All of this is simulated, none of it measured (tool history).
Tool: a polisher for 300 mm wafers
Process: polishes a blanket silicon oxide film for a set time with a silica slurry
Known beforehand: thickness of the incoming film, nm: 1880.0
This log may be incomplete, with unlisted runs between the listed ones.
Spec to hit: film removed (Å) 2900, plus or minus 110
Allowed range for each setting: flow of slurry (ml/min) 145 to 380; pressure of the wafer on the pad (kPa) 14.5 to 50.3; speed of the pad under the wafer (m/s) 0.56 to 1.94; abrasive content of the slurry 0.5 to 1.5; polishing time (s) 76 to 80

run	hour	flow of slurry (ml/min)	pressure of the wafer on the pad (kPa)	speed of the pad under the wafer (m/s)	abrasive content of the slurry	polishing time (s)	film removed (Å)
1	0	245	32.4	1.24	1	76	3640.8
2	1.9	245	31	1.24	1	76	3470.1
3	4.1	245	30.3	1.24	1	76	3479.6
4	6.8	245	29.6	1.24	1	76	3339.3
5	11.5	245	29.6	1.52	1	76	3965.1
6	15.2	245	28.3	1.52	1	76	3802.7
7	16.4	245	26.9	1.52	1	76	3626.5
8	17.6	245	18.6	1.5	1	76	2785.8

Of the 5 settings listed for the next run, only one would bring every result within its allowed miss of target. Which one?
A	18.8	270	17.9	1.44	1.05	76	?
B	18.8	265	20	1.34	1.15	76	?
C	18.8	230	17.2	1.4	0.95	80	?
D	18.8	250	14.5	1.62	1.05	76	?
E	18.8	265	16.5	1.52	0.95	76	?

move	film removed (Å)
A	2683.2
B	2863.5
C	2504.8
D	2540.9
E	2501.9
A: further off than the last run
B: each result inside its tolerance
C: further off than the last run
D: further off than the last run
E: further off than the last run
The move that meets every target is B.
